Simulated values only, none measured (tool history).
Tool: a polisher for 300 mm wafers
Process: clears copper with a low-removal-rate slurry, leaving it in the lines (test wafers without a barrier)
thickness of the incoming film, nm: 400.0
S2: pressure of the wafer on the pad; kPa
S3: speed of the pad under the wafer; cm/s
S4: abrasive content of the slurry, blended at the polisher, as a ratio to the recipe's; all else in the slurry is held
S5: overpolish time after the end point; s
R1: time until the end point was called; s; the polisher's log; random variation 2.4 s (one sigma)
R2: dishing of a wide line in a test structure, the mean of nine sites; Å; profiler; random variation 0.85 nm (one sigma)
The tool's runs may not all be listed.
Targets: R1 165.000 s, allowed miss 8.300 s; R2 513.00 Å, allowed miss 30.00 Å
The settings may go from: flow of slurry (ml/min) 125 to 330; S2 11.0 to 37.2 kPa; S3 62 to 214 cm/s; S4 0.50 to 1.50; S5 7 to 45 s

run 1 hour=0.0 | flow_of_slurry_(ml/min)=210 S2=24.1 S3=138 S4=1.00 S5=23 | R1=93.337 R2=617.89
run 2 hour=1.0 | flow_of_slurry_(ml/min)=210 S2=22.1 S3=138 S4=1.00 S5=24 | R1=102.430 R2=577.37
run 3 hour=7.1 | flow_of_slurry_(ml/min)=210 S2=20.7 S3=136 S4=1.00 S5=26 | R1=108.500 R2=592.43
run 4 hour=15.7 | flow_of_slurry_(ml/min)=210 S2=19.3 S3=136 S4=1.00 S5=27 | R1=118.260 R2=576.48
run 5 hour=24.5 | flow_of_slurry_(ml/min)=210 S2=17.2 S3=136 S4=1.00 S5=27 | R1=132.820 R2=517.77
run 6 hour=30.5 | flow_of_slurry_(ml/min)=210 S2=17.2 S3=136 S4=1.15 S5=27 | R1=126.600 R2=532.66
run 7 hour=38.9 | flow_of_slurry_(ml/min)=210 S2=16.5 S3=136 S4=1.15 S5=28 | R1=132.100 R2=523.27
run 8 hour=41.9 | flow_of_slurry_(ml/min)=205 S2=11.0 S3=132 S4=1.15 S5=34 | R1=194.690 R2=458.35
run 9 hour=50.3 | flow_of_slurry_(ml/min)=220 S2=14.5 S3=132 S4=1.15 S5=33 | R1=152.380 R2=528.75
run 10 hour=54.9 | flow_of_slurry_(ml/min)=215 S2=14.5 S3=132 S4=1.15 S5=33 | R1=153.280 R2=506.38
run 11 hour=60.7 | flow_of_slurry_(ml/min)=210 S2=14.5 S3=132 S4=1.15 S5=33 | R1=154.870 R2=514.92
run 12 hour=62.4 | flow_of_slurry_(ml/min)=205 S2=14.5 S3=132 S4=1.15 S5=33 | R1=151.650 R2=534.11

5 next moves are on the table. One of them brings every result within its allowed miss. Which?
run A hour=64.1 | flow_of_slurry_(ml/min)=205 S2=15.2 S3=136 S4=1.05 S5=31 | R1=? R2=?
run B hour=64.1 | flow_of_slurry_(ml/min)=135 S2=15.2 S3=148 S4=1.20 S5=24 | R1=? R2=?
run C hour=64.1 | flow_of_slurry_(ml/min)=150 S2=17.2 S3=120 S4=1.25 S5=26 | R1=? R2=?
run D hour=64.1 | flow_of_slurry_(ml/min)=145 S2=13.8 S3=136 S4=1.20 S5=28 | R1=? R2=?
run E hour=64.1 | flow_of_slurry_(ml/min)=185 S2=12.4 S3=140 S4=1.15 S5=35 | R1=? R2=?

move=A R1=146.200 R2=527.97
move=B R1=141.490 R2=441.68
move=C R1=151.000 R2=451.05
move=D R1=164.310 R2=440.37
move=E R1=168.660 R2=510.10
A: further off than the last run
B: further off than the last run
C: further off than the last run
D: brings the result that was furthest off to its target, and leaves another outside
E: meets every target
Answer: E
